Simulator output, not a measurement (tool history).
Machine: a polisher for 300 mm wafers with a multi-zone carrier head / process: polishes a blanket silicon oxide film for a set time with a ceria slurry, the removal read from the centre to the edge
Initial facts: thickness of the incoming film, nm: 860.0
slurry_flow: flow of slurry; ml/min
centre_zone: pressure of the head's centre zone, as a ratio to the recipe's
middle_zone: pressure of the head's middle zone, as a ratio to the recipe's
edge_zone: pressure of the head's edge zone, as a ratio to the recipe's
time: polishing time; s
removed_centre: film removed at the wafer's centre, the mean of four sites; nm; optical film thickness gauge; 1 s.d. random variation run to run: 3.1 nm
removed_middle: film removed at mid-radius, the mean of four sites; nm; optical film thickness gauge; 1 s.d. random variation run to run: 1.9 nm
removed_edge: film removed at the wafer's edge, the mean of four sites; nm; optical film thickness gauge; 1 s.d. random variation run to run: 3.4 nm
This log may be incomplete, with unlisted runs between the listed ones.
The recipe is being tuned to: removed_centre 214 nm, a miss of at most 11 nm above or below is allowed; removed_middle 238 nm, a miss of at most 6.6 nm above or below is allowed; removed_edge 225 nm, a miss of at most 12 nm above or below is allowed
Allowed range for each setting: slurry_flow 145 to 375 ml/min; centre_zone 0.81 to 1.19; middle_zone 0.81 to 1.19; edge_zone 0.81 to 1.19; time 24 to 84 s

run 1 hour=0 | slurry_flow=240 centre_zone=1 middle_zone=1 edge_zone=1 time=54 | removed_centre=293.73 removed_middle=280.17 removed_edge=275.47
run 2 hour=1.4 | slurry_flow=240 centre_zone=1 middle_zone=1 edge_zone=1.03 time=54 | removed_centre=291.05 removed_middle=281.39 removed_edge=277.61
run 3 hour=4.8 | slurry_flow=235 centre_zone=0.97 middle_zone=1 edge_zone=1.01 time=52 | removed_centre=272.32 removed_middle=272.04 removed_edge=262.96
run 4 hour=13.6 | slurry_flow=230 centre_zone=0.94 middle_zone=0.99 edge_zone=0.99 time=51 | removed_centre=259.29 removed_middle=262.77 removed_edge=256.51
run 5 hour=15.1 | slurry_flow=230 centre_zone=1.02 middle_zone=0.99 edge_zone=0.99 time=51 | removed_centre=277.36 removed_middle=265.05 removed_edge=255.26
run 6 hour=18.8 | slurry_flow=230 centre_zone=1.02 middle_zone=0.96 edge_zone=0.99 time=51 | removed_centre=280.78 removed_middle=258.15 removed_edge=257.77
run 7 hour=26.3 | slurry_flow=220 centre_zone=0.98 middle_zone=0.97 edge_zone=0.98 time=50 | removed_centre=254.48 removed_middle=256.66 removed_edge=251.03
run 8 hour=33.5 | slurry_flow=210 centre_zone=0.97 middle_zone=0.97 edge_zone=0.97 time=49 | removed_centre=246.56 removed_middle=243.86 removed_edge=244.12

Below are 5 possible settings for the next run. Only one of them brings all results inside the allowed miss of their targets. Which is it?
run A hour=40.7 | slurry_flow=345 centre_zone=1.03 middle_zone=1.02 edge_zone=0.81 time=45 | removed_centre=? removed_middle=? removed_edge=?
run B hour=40.7 | slurry_flow=265 centre_zone=0.97 middle_zone=1 edge_zone=0.99 time=48 | removed_centre=? removed_middle=? removed_edge=?
run C hour=40.7 | slurry_flow=230 centre_zone=0.89 middle_zone=1.03 edge_zone=0.92 time=45 | removed_centre=? removed_middle=? removed_edge=?
run D hour=40.7 | slurry_flow=145 centre_zone=0.89 middle_zone=0.91 edge_zone=1.05 time=52 | removed_centre=? removed_middle=? removed_edge=?
run E hour=40.7 | slurry_flow=250 centre_zone=0.98 middle_zone=1.11 edge_zone=0.91 time=45 | removed_centre=? removed_middle=? removed_edge=?

move=A removed_centre=262.65 removed_middle=246.65 removed_edge=216.85
move=B removed_centre=256.96 removed_middle=253.14 removed_edge=244.91
move=C removed_centre=217.51 removed_middle=238.77 removed_edge=220.44
move=D removed_centre=233.33 removed_middle=236.59 removed_edge=256.17
move=E removed_centre=241.84 removed_middle=254.42 removed_edge=220.89
A: the biggest miss grows against the last run
B: the biggest miss grows against the last run
C: hits every target within its allowed miss
D: moves toward the targets from the last run without getting all of them in spec
E: moves toward the targets from the last run without getting all of them in spec
Correct choice: C, which meets every target
